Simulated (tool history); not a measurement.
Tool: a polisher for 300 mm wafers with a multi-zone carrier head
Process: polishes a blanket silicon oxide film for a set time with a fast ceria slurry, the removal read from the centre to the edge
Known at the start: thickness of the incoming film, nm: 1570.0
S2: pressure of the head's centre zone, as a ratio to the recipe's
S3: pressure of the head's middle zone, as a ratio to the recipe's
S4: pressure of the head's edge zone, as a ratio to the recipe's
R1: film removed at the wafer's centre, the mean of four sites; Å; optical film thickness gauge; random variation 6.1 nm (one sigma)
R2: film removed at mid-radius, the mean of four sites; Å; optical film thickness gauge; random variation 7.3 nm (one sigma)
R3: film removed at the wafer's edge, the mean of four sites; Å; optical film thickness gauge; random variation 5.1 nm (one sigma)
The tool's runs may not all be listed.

{"run": 1, "hour": 0.0, "flow of slurry (ml/min)": 280, "S2": 1.0, "S3": 1.0, "S4": 1.0, "polishing time (s)": 28, "R1": 5137.7, "R2": 5144.8, "R3": 5109.8}
{"run": 2, "hour": 7.2, "flow of slurry (ml/min)": 300, "S2": 1.04, "S3": 1.05, "S4": 1.03, "polishing time (s)": 30, "R1": 5715.1, "R2": 5717.1, "R3": 5542.8}
{"run": 3, "hour": 10.1, "flow of slurry (ml/min)": 300, "S2": 1.04, "S3": 1.01, "S4": 1.03, "polishing time (s)": 30, "R1": 5694.5, "R2": 5624.9, "R3": 5537.9}
{"run": 4, "hour": 13.1, "flow of slurry (ml/min)": 315, "S2": 1.07, "S3": 1.05, "S4": 1.04, "polishing time (s)": 31, "R1": 6069.6, "R2": 5746.4, "R3": 5786.8}
{"hour": 18.2, "done": "slurry nozzle cleaned"}
{"run": 5, "hour": 18.2, "flow of slurry (ml/min)": 340, "S2": 1.07, "S3": 1.05, "S4": 1.04, "polishing time (s)": 31, "R1": 6341.9, "R2": 6102.9, "R3": 6014.9}
{"run": 6, "hour": 22.9, "flow of slurry (ml/min)": 365, "S2": 1.08, "S3": 1.08, "S4": 1.02, "polishing time (s)": 31, "R1": 6517.8, "R2": 6257.2, "R3": 5868.2}
{"run": 7, "hour": 30.5, "flow of slurry (ml/min)": 380, "S2": 1.08, "S3": 1.1, "S4": 1.03, "polishing time (s)": 32, "R1": 6741.1, "R2": 6589.1, "R3": 6110.8}
{"run": 8, "hour": 37.3, "flow of slurry (ml/min)": 390, "S2": 1.09, "S3": 1.12, "S4": 1.04, "polishing time (s)": 33, "R1": 6942.9, "R2": 6962.4, "R3": 6432.1}

Run 9 comes next. What will it give?
{"run": 9, "hour": 45.9, "flow of slurry (ml/min)": 400, "S2": 1.1, "S3": 1.14, "S4": 1.04, "polishing time (s)": 33, "R1": "?", "R2": "?", "R3": "?"}

R1: 7039.2 Å
R2: 6779.4 Å
R3: 6403.7 Å

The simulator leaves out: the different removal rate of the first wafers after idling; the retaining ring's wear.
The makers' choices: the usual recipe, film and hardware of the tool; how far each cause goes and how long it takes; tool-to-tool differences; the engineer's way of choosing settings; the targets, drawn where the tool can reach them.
